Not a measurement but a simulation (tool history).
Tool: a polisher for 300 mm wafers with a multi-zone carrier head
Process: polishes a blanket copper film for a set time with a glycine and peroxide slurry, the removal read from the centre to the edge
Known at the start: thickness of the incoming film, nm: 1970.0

run  hour  flow of slurry (ml/min)  pressure of the head's centre zone  pressure of the head's middle zone  pressure of the head's edge zone  polishing time (s)  film removed at the wafer's centre (angstrom)  film removed at mid-radius (angstrom)  film removed at the wafer's edge (angstrom)
  1     0                      235                                   1                                   1                                 1                  34                                         1722.8                                 1688.1                                       1735.9
  2   1.7                      230                                0.99                                0.99                              0.98                  32                                         1560.6                                 1583.8                                       1620.9
  3   3.3                      230                                0.91                                0.99                              0.98                  32                                         1436.9                                 1582.2                                       1600.1
  4  11.9                      225                                0.92                                0.98                              0.96                  30                                         1359.9                                 1493.7                                       1491.6
  5  20.3                      265                                0.92                                0.98                              0.96                  30                                         1385.1                                 1510.2                                       1506.2
  6  22.8                      260                                0.93                                0.96                              0.94                  28                                         1291.6                                 1389.5                                       1394.5
  7  24.2                      260                                0.94                                0.95                              0.93                  26                                         1247.9                                 1271.4                                       1293.6
  8  29.3                      260                                0.94                                0.95                              0.93                  26                                         1209.6                                 1258.2                                       1307.7
  9    34                      265                                0.95                                0.95                              0.92                  25                                         1193.9                                 1242.9                                       1245.5
 10  38.2                      265                                0.95                                0.94                              0.91                  24                                         1140.1                                 1164.7                                       1182.1

Forecast run 11:
 11  46.7                      250                                0.92                                0.91                              0.81                  16                                              ?                                      ?                                            ?

{"run 11": {"film removed at the wafer's centre (angstrom)": 734.09, "film removed at mid-radius (angstrom)": 764.83, "film removed at the wafer's edge (angstrom)": 745.5}}
